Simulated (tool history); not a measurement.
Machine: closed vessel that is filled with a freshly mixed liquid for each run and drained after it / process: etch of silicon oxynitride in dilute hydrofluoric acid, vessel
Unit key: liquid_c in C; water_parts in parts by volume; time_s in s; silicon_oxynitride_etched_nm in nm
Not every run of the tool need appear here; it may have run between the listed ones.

run	day	liquid_c	water_parts	time_s	silicon_oxynitride_etched_nm
1	0	25	265	1020	11.301
2	0.267	25	265	1020	11.298
3	0.383	27	235	1020	14.244
4	0.458	27	180	1020	19.259
5	0.483	24	180	1020	17.007
6	0.85	23	180	1020	16.295
7	1.025	25.5	175	1020	18.719

The next listed run, before its measurement:
8	1.233	29.5	170	1020	?

{"run 8": {"silicon_oxynitride_etched_nm": 23.283}}

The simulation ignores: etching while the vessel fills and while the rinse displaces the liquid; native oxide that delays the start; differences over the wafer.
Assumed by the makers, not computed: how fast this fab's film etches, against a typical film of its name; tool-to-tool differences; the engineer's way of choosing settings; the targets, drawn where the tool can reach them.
